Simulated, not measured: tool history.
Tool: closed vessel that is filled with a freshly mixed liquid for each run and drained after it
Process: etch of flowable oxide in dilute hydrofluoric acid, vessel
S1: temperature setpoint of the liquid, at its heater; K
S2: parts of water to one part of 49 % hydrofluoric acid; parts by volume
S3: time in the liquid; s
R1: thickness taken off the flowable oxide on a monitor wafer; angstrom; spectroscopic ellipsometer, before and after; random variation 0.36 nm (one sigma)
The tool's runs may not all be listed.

run    day      S1   S2    S3      R1
  1  0.000  293.15  285  1020  652.53
  2  0.179  292.65  290  1020  633.62
  3  0.400  292.15  295  1020  613.08
  4  0.654  295.65  295  1020  680.34
  5  0.796  295.65  250  1020  847.66
  6  1.108  294.15  265  1020  732.91

Run 7 comes next. What will it give?
  7  1.167  293.15  275  1020   ?

{"run 7": {"R1": 684.38}}

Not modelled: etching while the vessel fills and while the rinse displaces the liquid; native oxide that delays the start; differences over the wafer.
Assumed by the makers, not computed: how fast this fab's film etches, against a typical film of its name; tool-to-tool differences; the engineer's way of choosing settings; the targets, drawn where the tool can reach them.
